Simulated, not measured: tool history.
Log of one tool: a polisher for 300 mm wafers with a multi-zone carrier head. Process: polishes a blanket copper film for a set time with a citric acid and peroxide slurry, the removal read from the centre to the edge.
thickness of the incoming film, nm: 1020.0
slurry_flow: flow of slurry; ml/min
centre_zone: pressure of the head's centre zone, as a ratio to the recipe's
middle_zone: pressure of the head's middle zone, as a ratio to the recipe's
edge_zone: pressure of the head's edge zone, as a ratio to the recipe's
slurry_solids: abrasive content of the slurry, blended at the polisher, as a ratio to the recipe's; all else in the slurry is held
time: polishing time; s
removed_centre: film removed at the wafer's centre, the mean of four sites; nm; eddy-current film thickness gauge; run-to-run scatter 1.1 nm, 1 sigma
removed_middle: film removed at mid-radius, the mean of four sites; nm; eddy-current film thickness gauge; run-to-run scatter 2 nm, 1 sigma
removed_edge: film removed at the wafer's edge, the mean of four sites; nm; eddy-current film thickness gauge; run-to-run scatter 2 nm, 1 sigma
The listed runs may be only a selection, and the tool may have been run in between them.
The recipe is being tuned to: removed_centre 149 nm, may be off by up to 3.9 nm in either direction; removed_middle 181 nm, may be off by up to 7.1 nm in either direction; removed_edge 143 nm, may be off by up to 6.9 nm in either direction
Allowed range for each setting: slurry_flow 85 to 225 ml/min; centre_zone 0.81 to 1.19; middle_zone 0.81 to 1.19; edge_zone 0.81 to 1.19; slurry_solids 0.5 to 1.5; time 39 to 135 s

run 1 hour=0 | slurry_flow=145 centre_zone=1 middle_zone=1 edge_zone=1 slurry_solids=1 time=87 | removed_centre=246.48 removed_middle=246.15 removed_edge=238.83
run 2 hour=4.2 | slurry_flow=145 centre_zone=1 middle_zone=1.08 edge_zone=1 slurry_solids=1 time=87 | removed_centre=243.46 removed_middle=262.75 removed_edge=231.72
run 3 hour=9.4 | slurry_flow=140 centre_zone=0.98 middle_zone=1.09 edge_zone=0.96 slurry_solids=0.85 time=80 | removed_centre=209.93 removed_middle=233.33 removed_edge=202.2
run 4 hour=16.2 | slurry_flow=135 centre_zone=0.97 middle_zone=1.1 edge_zone=0.93 slurry_solids=0.75 time=75 | removed_centre=184.82 removed_middle=208.26 removed_edge=177.33
run 5 hour=19.1 | slurry_flow=135 centre_zone=1.02 middle_zone=1.1 edge_zone=0.93 slurry_solids=0.75 time=75 | removed_centre=194.16 removed_middle=209.18 removed_edge=171.53
run 6 hour=25.2 | slurry_flow=135 centre_zone=1.02 middle_zone=1.1 edge_zone=0.97 slurry_solids=0.75 time=75 | removed_centre=196.07 removed_middle=209.44 removed_edge=183.95
run 7 hour=29.5 | slurry_flow=125 centre_zone=0.99 middle_zone=1.1 edge_zone=0.93 slurry_solids=0.7 time=74 | removed_centre=180.2 removed_middle=195.65 removed_edge=165.67
run 8 hour=35.7 | slurry_flow=115 centre_zone=0.96 middle_zone=1.11 edge_zone=0.91 slurry_solids=0.7 time=74 | removed_centre=169.74 removed_middle=195.44 removed_edge=165.02
run 9 hour=42.1 | slurry_flow=110 centre_zone=0.95 middle_zone=1.12 edge_zone=0.88 slurry_solids=0.65 time=74 | removed_centre=162.73 removed_middle=184.52 removed_edge=157.38
run 10 hour=49.1 | slurry_flow=110 centre_zone=0.95 middle_zone=1.12 edge_zone=0.88 slurry_solids=0.65 time=74 | removed_centre=160.91 removed_middle=188.65 removed_edge=158.63
run 11 hour=52.9 | slurry_flow=105 centre_zone=0.95 middle_zone=1.13 edge_zone=0.86 slurry_solids=0.65 time=74 | removed_centre=158.1 removed_middle=191.77 removed_edge=158.52
run 12 hour=57.3 | slurry_flow=105 centre_zone=0.96 middle_zone=1.14 edge_zone=0.85 slurry_solids=0.6 time=73 | removed_centre=153.8 removed_middle=180.93 removed_edge=147.74
run 13 hour=61.1 | slurry_flow=105 centre_zone=0.96 middle_zone=1.15 edge_zone=0.84 slurry_solids=0.6 time=73 | removed_centre=157.88 removed_middle=183.9 removed_edge=147.81

Consider the 5 candidate settings below. Which is the only one whose results all fall within their allowed miss of target?
run A hour=64.9 | slurry_flow=125 centre_zone=0.98 middle_zone=1.19 edge_zone=0.83 slurry_solids=0.6 time=70 | removed_centre=? removed_middle=? removed_edge=?
run B hour=64.9 | slurry_flow=110 centre_zone=1.08 middle_zone=1.1 edge_zone=0.81 slurry_solids=0.65 time=71 | removed_centre=? removed_middle=? removed_edge=?
run C hour=64.9 | slurry_flow=125 centre_zone=0.93 middle_zone=1.15 edge_zone=0.84 slurry_solids=0.75 time=64 | removed_centre=? removed_middle=? removed_edge=?
run D hour=64.9 | slurry_flow=100 centre_zone=0.99 middle_zone=1.17 edge_zone=0.83 slurry_solids=0.65 time=74 | removed_centre=? removed_middle=? removed_edge=?
run E hour=64.9 | slurry_flow=125 centre_zone=1 middle_zone=1.17 edge_zone=0.82 slurry_solids=0.5 time=75 | removed_centre=? removed_middle=? removed_edge=?

move=A removed_centre=160.56 removed_middle=191.55 removed_edge=146.84
move=B removed_centre=176.62 removed_middle=179.48 removed_edge=147.51
move=C removed_centre=148.77 removed_middle=181.76 removed_edge=144.31
move=D removed_centre=162.96 removed_middle=191.48 removed_edge=152.11
move=E removed_centre=165.6 removed_middle=190.77 removed_edge=147.66
A: lands further from the targets than the last run did
B: lands further from the targets than the last run did
C: in spec on every target
D: lands further from the targets than the last run did
E: lands further from the targets than the last run did
The move that meets every target is C.
